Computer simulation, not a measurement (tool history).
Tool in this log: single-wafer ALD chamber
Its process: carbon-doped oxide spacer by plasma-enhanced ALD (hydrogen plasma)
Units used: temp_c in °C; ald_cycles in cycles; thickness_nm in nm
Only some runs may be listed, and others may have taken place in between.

Run 1, hour 0: temp_c 400 °C, ald_cycles 300 cycles. Result: thickness_nm 15.529 nm.
Run 2, hour 1.1: temp_c 410 °C, ald_cycles 300 cycles. Result: thickness_nm 14.913 nm.
Run 3, hour 4.5: temp_c 411 °C, ald_cycles 286 cycles. Result: thickness_nm 14.172 nm.
Run 4, hour 7.7: temp_c 412 °C, ald_cycles 275 cycles. Result: thickness_nm 13.634 nm.
Run 5, hour 11.5: temp_c 413 °C, ald_cycles 266 cycles. Result: thickness_nm 13.063 nm.
Run 6, hour 12.7: temp_c 414 °C, ald_cycles 259 cycles. Result: thickness_nm 12.724 nm.
Run 7, hour 16.6: temp_c 415 °C, ald_cycles 221 cycles. Result: thickness_nm 10.865 nm.

What will run 8 give?
Run 8, hour 24: temp_c 415 °C, ald_cycles 223 cycles. Result: thickness_nm ?.

{"run 8": {"thickness_nm": 10.912}}

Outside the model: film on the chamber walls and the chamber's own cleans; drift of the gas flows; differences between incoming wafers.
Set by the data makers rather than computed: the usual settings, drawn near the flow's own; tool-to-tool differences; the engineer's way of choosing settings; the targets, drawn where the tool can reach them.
